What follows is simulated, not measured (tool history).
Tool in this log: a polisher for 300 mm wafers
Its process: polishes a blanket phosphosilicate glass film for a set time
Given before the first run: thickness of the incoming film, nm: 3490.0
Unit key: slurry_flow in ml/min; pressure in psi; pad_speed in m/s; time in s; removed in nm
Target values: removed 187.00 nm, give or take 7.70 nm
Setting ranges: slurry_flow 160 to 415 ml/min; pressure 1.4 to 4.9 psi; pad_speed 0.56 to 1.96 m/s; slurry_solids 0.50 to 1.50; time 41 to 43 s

{"run": 1, "hour": 0.0, "slurry_flow": 265, "pressure": 3.1, "pad_speed": 1.26, "slurry_solids": 1.0, "time": 41, "removed": 337.19}
{"run": 2, "hour": 3.7, "slurry_flow": 265, "pressure": 3.5, "pad_speed": 1.26, "slurry_solids": 1.0, "time": 41, "removed": 376.99}
{"run": 3, "hour": 10.4, "slurry_flow": 265, "pressure": 3.3, "pad_speed": 1.24, "slurry_solids": 1.0, "time": 41, "removed": 357.99}
{"run": 4, "hour": 15.3, "slurry_flow": 265, "pressure": 3.3, "pad_speed": 1.24, "slurry_solids": 0.85, "time": 41, "removed": 332.49}
{"run": 5, "hour": 22.8, "slurry_flow": 265, "pressure": 3.3, "pad_speed": 1.4, "slurry_solids": 0.85, "time": 41, "removed": 358.57}
{"run": 6, "hour": 31.3, "slurry_flow": 265, "pressure": 3.3, "pad_speed": 1.4, "slurry_solids": 1.0, "time": 41, "removed": 395.01}
{"run": 7, "hour": 33.1, "slurry_flow": 265, "pressure": 3.3, "pad_speed": 1.4, "slurry_solids": 1.0, "time": 41, "removed": 390.02}
{"run": 8, "hour": 38.4, "slurry_flow": 265, "pressure": 2.4, "pad_speed": 1.16, "slurry_solids": 1.0, "time": 41, "removed": 249.27}
{"run": 9, "hour": 44.7, "slurry_flow": 265, "pressure": 2.3, "pad_speed": 1.16, "slurry_solids": 1.0, "time": 41, "removed": 240.65}
{"run": 10, "hour": 51.6, "slurry_flow": 265, "pressure": 1.4, "pad_speed": 1.14, "slurry_solids": 1.0, "time": 41, "removed": 142.47}
{"run": 11, "hour": 53.2, "slurry_flow": 265, "pressure": 1.5, "pad_speed": 1.14, "slurry_solids": 1.0, "time": 41, "removed": 157.6}
{"run": 12, "hour": 59.3, "slurry_flow": 265, "pressure": 1.7, "pad_speed": 1.14, "slurry_solids": 1.0, "time": 41, "removed": 171.27}

Pick the move, out of 4, that brings all results within their allowed miss; only one does.
{"run": "A", "hour": 65.4, "slurry_flow": 275, "pressure": 1.6, "pad_speed": 1.34, "slurry_solids": 0.95, "time": 42, "removed": "?"}
{"run": "B", "hour": 65.4, "slurry_flow": 265, "pressure": 1.9, "pad_speed": 1.14, "slurry_solids": 0.95, "time": 43, "removed": "?"}
{"run": "C", "hour": 65.4, "slurry_flow": 300, "pressure": 2.0, "pad_speed": 1.16, "slurry_solids": 0.85, "time": 43, "removed": "?"}
{"run": "D", "hour": 65.4, "slurry_flow": 255, "pressure": 2.0, "pad_speed": 1.16, "slurry_solids": 1.05, "time": 41, "removed": "?"}

move=A removed=188.22
move=B removed=198.56
move=C removed=204.30
move=D removed=209.16
A: meets every target
B: pushes the last run's worst result past its target
C: pushes the last run's worst result past its target
D: pushes the last run's worst result past its target
Go with A: it meets all targets.
